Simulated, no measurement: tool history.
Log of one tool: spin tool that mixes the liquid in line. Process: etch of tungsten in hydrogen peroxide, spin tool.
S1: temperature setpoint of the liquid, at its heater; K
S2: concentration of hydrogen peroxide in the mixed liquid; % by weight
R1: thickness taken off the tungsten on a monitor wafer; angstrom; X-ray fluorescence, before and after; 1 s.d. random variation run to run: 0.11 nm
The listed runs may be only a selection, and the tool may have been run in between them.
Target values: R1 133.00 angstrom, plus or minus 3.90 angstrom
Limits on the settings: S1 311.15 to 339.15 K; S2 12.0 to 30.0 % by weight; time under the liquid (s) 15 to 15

Run 1, hour 0.0: S1 327.15 K, S2 20.5 % by weight, time under the liquid (s) 15. Result: R1 228.94 angstrom.
Run 2, hour 7.3: S1 324.65 K, S2 20.5 % by weight, time under the liquid (s) 15. Result: R1 196.62 angstrom.
Run 3, hour 13.2: S1 322.65 K, S2 20.5 % by weight, time under the liquid (s) 15. Result: R1 174.66 angstrom.
Run 4, hour 16.6: S1 322.65 K, S2 23.0 % by weight, time under the liquid (s) 15. Result: R1 183.19 angstrom.
Run 5, hour 21.6: S1 321.15 K, S2 23.0 % by weight, time under the liquid (s) 15. Result: R1 169.68 angstrom.
Run 6, hour 29.4: S1 320.15 K, S2 23.0 % by weight, time under the liquid (s) 15. Result: R1 161.52 angstrom.
Run 7, hour 36.6: S1 319.15 K, S2 23.0 % by weight, time under the liquid (s) 15. Result: R1 149.44 angstrom.
Run 8, hour 45.1: S1 318.65 K, S2 23.0 % by weight, time under the liquid (s) 15. Result: R1 142.50 angstrom.
Run 9, hour 47.7: S1 318.15 K, S2 23.0 % by weight, time under the liquid (s) 15. Result: R1 138.52 angstrom.

Below are 4 possible settings for the next run. Only one of them brings all results inside the allowed miss of their targets. Which is it?
Run A, hour 50.3: S1 318.65 K, S2 22.0 % by weight, time under the liquid (s) 15. Result: R1 ?.
Run B, hour 50.3: S1 317.15 K, S2 23.5 % by weight, time under the liquid (s) 15. Result: R1 ?.
Run C, hour 50.3: S1 317.15 K, S2 21.5 % by weight, time under the liquid (s) 15. Result: R1 ?.
Run D, hour 50.3: S1 317.65 K, S2 25.5 % by weight, time under the liquid (s) 15. Result: R1 ?.

move      R1
   A  141.01
   B  132.57
   C  126.80
   D  142.54
A: lands further from the targets than the last run did
B: each result inside its tolerance
C: takes the result that was furthest off past its target
D: lands further from the targets than the last run did
Move B is the one to make.
